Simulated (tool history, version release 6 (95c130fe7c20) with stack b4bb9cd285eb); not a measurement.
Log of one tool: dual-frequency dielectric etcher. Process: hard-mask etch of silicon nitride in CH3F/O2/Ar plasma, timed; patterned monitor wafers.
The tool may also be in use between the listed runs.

run    day  source power (kW)  bias power (kW)  etch time (s)  mean etch depth across the wafer (Å)
  1  0.000              0.400            0.077          231.5                                1515.8
  2  0.058              0.380            0.076          231.5                                1464.7
  3  0.350              0.380            0.087          231.5                                1555.7
  4  0.488              0.380            0.100          231.5                                1656.1
  5  0.833              0.360            0.097          231.5                                1592.8
  6  1.029              0.340            0.095          231.5                                1547.4
  7  1.338              0.320            0.093          231.5                                1487.6

The next listed run, before its measurement:
  8  1.529              0.310            0.092          231.5                                     ?

{"run 8": {"mean etch depth across the wafer (Å)": 1468.3}}

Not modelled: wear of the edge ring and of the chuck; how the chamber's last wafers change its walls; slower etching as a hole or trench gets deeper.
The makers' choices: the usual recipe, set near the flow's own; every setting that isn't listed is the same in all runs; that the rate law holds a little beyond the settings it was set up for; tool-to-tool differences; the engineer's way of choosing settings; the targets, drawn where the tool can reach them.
